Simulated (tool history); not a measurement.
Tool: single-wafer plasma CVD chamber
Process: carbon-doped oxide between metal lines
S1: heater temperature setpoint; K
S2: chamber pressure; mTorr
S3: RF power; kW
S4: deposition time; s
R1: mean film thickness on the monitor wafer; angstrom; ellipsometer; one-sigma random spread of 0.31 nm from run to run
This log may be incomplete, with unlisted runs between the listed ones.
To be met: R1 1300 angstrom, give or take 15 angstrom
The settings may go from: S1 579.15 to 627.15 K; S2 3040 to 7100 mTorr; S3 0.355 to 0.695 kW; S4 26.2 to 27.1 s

run 1 hour=0 | S1=603.15 S2=5070 S3=0.525 S4=26.2 | R1=1436
run 2 hour=2.2 | S1=603.15 S2=5070 S3=0.525 S4=27.1 | R1=1489.4
run 3 hour=9.7 | S1=603.15 S2=5070 S3=0.58 S4=27.1 | R1=1560.6
run 4 hour=12.9 | S1=603.15 S2=5070 S3=0.51 S4=27.1 | R1=1457.8
run 5 hour=17.3 | S1=603.15 S2=5070 S3=0.545 S4=27.1 | R1=1514.7
run 6 hour=19.6 | S1=603.15 S2=4440 S3=0.545 S4=27.1 | R1=1486
run 7 hour=27 | S1=606.15 S2=4240 S3=0.54 S4=27.1 | R1=1456.4
run 8 hour=35.9 | S1=608.15 S2=4070 S3=0.535 S4=27.1 | R1=1440.7
-- hour=41.7 RF generator calibrated
run 9 hour=41.7 | S1=610.15 S2=3920 S3=0.53 S4=27.1 | R1=1440.4
run 10 hour=49 | S1=610.15 S2=3820 S3=0.52 S4=27.1 | R1=1419.4
run 11 hour=53.3 | S1=611.15 S2=3710 S3=0.51 S4=27.1 | R1=1398.1
run 12 hour=62.2 | S1=612.15 S2=3610 S3=0.505 S4=27.1 | R1=1384.6

4 next moves are on the table. One of them brings every result within its allowed miss. Which?
run A hour=71.1 | S1=616.15 S2=3590 S3=0.465 S4=26.2 | R1=?
run B hour=71.1 | S1=615.15 S2=3770 S3=0.47 S4=26.5 | R1=?
run C hour=71.1 | S1=618.15 S2=4430 S3=0.44 S4=26.3 | R1=?
run D hour=71.1 | S1=602.15 S2=4480 S3=0.41 S4=26.3 | R1=?

move=A R1=1266
move=B R1=1297.2
move=C R1=1260.5
move=D R1=1276.4
A: takes the biggest miss from the last run beyond its target
B: all results land within tolerance of their targets
C: takes the biggest miss from the last run beyond its target
D: takes the biggest miss from the last run beyond its target
So the answer is move B, the one that meets all the targets.
